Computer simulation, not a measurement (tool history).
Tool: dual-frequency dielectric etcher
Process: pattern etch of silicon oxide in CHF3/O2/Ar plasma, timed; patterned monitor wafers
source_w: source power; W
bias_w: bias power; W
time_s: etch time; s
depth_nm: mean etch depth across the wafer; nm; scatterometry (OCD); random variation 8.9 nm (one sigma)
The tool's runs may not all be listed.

run 1 day=0.000 | source_w=790 bias_w=152 time_s=649.5 | depth_nm=1463.4
run 2 day=0.112 | source_w=790 bias_w=152 time_s=649.5 | depth_nm=1438.7
run 3 day=0.333 | source_w=790 bias_w=152 time_s=679.0 | depth_nm=1513.4
run 4 day=0.633 | source_w=790 bias_w=152 time_s=649.5 | depth_nm=1457.9
run 5 day=0.700 | source_w=850 bias_w=158 time_s=651.0 | depth_nm=1523.5
run 6 day=0.800 | source_w=920 bias_w=158 time_s=651.0 | depth_nm=1565.6
run 7 day=1.104 | source_w=950 bias_w=163 time_s=652.0 | depth_nm=1606.3

Forecast run 8:
run 8 day=1.375 | source_w=980 bias_w=167 time_s=653.0 | depth_nm=?

{"run 8": {"depth_nm": 1653.7}}
